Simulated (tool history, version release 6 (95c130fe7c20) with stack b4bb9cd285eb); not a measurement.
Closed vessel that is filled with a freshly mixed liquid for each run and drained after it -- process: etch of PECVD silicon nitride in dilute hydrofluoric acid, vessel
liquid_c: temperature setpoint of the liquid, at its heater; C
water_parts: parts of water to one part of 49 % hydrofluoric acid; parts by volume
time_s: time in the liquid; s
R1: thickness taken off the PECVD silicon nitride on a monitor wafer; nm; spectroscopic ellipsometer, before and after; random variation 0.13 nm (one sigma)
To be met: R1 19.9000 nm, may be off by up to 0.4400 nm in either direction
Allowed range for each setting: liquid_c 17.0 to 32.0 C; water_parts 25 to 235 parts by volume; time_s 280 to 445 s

{"run": 1, "day": 0.0, "liquid_c": 24.0, "water_parts": 130, "time_s": 445, "R1": 9.9872}
{"run": 2, "day": 0.121, "liquid_c": 24.0, "water_parts": 85, "time_s": 445, "R1": 15.307}
{"run": 3, "day": 0.2, "liquid_c": 24.0, "water_parts": 85, "time_s": 445, "R1": 15.226}
{"run": 4, "day": 0.579, "liquid_c": 25.0, "water_parts": 85, "time_s": 445, "R1": 16.32}
{"run": 5, "day": 0.692, "liquid_c": 25.0, "water_parts": 85, "time_s": 280, "R1": 10.272}
{"run": 6, "day": 1.083, "liquid_c": 26.5, "water_parts": 85, "time_s": 280, "R1": 11.285}
{"run": 7, "day": 1.371, "liquid_c": 25.0, "water_parts": 75, "time_s": 280, "R1": 11.652}
{"run": 8, "day": 1.446, "liquid_c": 25.5, "water_parts": 65, "time_s": 300, "R1": 14.878}
{"run": 9, "day": 1.771, "liquid_c": 25.5, "water_parts": 60, "time_s": 300, "R1": 16.04}

Of the 4 settings listed for the next run, only one would bring every result within its allowed miss of target. Which one?
{"run": "A", "day": 2.096, "liquid_c": 27.5, "water_parts": 75, "time_s": 430, "R1": "?"}
{"run": "B", "day": 2.096, "liquid_c": 28.5, "water_parts": 90, "time_s": 430, "R1": "?"}
{"run": "C", "day": 2.096, "liquid_c": 24.0, "water_parts": 45, "time_s": 295, "R1": "?"}
{"run": "D", "day": 2.096, "liquid_c": 29.5, "water_parts": 90, "time_s": 430, "R1": "?"}

move=A R1=20.8640
move=B R1=18.5560
move=C R1=18.7690
move=D R1=19.7740
A: takes the biggest miss from the last run beyond its target
B: an improvement on the last run, though not all results are within tolerance
C: an improvement on the last run, though not all results are within tolerance
D: all results in spec
The move that meets every target is D.
